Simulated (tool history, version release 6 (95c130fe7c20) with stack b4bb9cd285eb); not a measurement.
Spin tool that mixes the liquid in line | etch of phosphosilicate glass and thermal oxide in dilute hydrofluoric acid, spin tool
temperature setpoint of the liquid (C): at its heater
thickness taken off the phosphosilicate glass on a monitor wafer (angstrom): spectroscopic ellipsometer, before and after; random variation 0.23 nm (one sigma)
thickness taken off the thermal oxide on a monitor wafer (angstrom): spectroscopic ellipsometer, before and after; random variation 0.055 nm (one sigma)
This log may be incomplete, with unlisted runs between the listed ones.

| run | hour | temperature setpoint of the liquid (C) | parts of water to one part of 49 % hydrofluoric acid (parts by volume) | time under the liquid (s) | thickness taken off the phosphosilicate glass on a monitor wafer (angstrom) | thickness taken off the thermal oxide on a monitor wafer (angstrom) |
|---|---|---|---|---|---|---|
| 1 | 0 | 24 | 220 | 45 | 203.49 | 8.5668 |
| 2 | 4 | 24 | 220 | 65 | 295.34 | 11.642 |
| 3 | 10.9 | 26 | 220 | 65 | 318.77 | 12.796 |
| 4 | 18.9 | 26 | 220 | 60 | 292.08 | 11.683 |
| 5 | 23.2 | 28 | 220 | 60 | 312.43 | 13.484 |
| 6 | 24 | 28 | 220 | 50 | 260.38 | 11.061 |

Expected results for the next run?
| 7 | 31.2 | 28.5 | 210 | 50 | ? | ? |

thickness taken off the phosphosilicate glass on a monitor wafer (angstrom): 283.8
thickness taken off the thermal oxide on a monitor wafer (angstrom): 11.357
